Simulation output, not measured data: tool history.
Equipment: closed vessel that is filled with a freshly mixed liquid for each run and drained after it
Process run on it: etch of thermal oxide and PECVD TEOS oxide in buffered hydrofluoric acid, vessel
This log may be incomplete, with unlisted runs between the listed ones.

run  hour  temperature setpoint of the liquid (K)  parts of 40 % ammonium fluoride to one part of 49 % hydrofluoric acid (parts by volume)  time in the liquid (s)  thickness taken off the thermal oxide on a monitor wafer (angstrom)  thickness taken off the PECVD TEOS oxide on a monitor wafer (angstrom)
  1   0.0                                  298.15                                                                                     12.0                      60                                                               598.61                                                                 1124.20
  2   4.7                                  300.15                                                                                     12.0                      60                                                               661.92                                                                 1238.80
  3  13.1                                  300.15                                                                                     12.0                      45                                                               497.66                                                                  926.72
  4  22.0                                  297.65                                                                                     12.5                      45                                                               418.97                                                                  770.06
  5  24.3                                  297.65                                                                                     12.5                      65                                                               601.22                                                                 1138.00
  6  33.6                                  295.65                                                                                     13.5                      65                                                               498.87                                                                  946.58

Run 7, settings as shown, results not yet in. Your forecast:
  7  40.7                                  294.15                                                                                     14.5                      65                                                                    ?                                                                       ?

Run 7 measured thickness taken off the thermal oxide on a monitor wafer (angstrom) 427.41, thickness taken off the PECVD TEOS oxide on a monitor wafer (angstrom) 808.62.

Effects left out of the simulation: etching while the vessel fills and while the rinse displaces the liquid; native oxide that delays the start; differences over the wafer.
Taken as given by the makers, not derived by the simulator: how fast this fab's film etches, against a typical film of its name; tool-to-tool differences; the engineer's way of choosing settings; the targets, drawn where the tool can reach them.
